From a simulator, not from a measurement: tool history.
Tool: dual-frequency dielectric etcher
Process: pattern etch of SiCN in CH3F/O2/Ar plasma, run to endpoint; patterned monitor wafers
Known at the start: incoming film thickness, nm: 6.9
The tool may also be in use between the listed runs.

run	hour	source power (kW)	bias power (kW)	endpoint time (s)
1	0	0.35	0.064	19.653
2	7.5	0.35	0.06	20.232
3	13.7	0.29	0.06	21.306
4	15.9	0.29	0.064	20.464
5	24.7	0.28	0.061	21.558
6	31.2	0.27	0.06	21.598

Run 7 comes next. What will it give?
7	36.3	0.26	0.058	?

endpoint time (s): 22.095

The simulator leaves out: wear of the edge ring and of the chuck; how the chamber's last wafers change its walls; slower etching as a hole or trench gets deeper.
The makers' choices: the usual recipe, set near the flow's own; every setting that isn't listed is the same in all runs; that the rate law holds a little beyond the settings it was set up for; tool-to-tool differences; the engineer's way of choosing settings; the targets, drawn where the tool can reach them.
